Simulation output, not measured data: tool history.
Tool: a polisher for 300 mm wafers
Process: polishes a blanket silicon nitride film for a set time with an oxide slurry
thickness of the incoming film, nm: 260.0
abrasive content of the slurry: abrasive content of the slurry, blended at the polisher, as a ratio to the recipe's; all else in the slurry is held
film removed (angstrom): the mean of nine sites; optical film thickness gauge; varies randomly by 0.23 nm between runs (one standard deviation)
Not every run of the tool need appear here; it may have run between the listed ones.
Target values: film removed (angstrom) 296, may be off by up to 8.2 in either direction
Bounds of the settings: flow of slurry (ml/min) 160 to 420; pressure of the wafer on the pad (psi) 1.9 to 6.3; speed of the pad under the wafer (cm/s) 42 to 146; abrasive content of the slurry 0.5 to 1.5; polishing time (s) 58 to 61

run	hour	flow of slurry (ml/min)	pressure of the wafer on the pad (psi)	speed of the pad under the wafer (cm/s)	abrasive content of the slurry	polishing time (s)	film removed (angstrom)
1	0	270	4.1	94	1	58	338.72
2	4.9	270	4.1	104	1	58	362.86
3	9.4	270	3.8	104	1	58	332.69
4	17.9	270	3.8	104	1.2	58	374.18
5	26	270	3.8	126	1.2	58	433.58
6	34.7	265	3.3	126	1.2	58	377.32
7	40.9	260	3	126	1.2	58	343.31
8	43.1	250	2.8	126	1.2	58	321.22
9	49.9	220	2.5	126	1.2	58	283.1
10	54.4	230	2.5	126	1.2	58	283.55
11	63.3	240	2.5	126	1.2	58	290.66
12	67.3	245	2.5	126	1.2	58	288.34
13	75.7	250	2.5	126	1.2	58	288.6

Which one of the following 4 next-run settings gets every result inside its allowed miss? There is exactly one.
A	84.1	220	2.7	90	1.5	61	?
B	84.1	225	2.5	124	1.25	60	?
C	84.1	285	2.2	134	1.15	58	?
D	84.1	245	2.6	126	0.95	61	?

move	film removed (angstrom)
A	275.19
B	298.55
C	266.91
D	277.77
A: further off than the last run
B: all results land within tolerance of their targets
C: further off than the last run
D: further off than the last run
B meets every target.
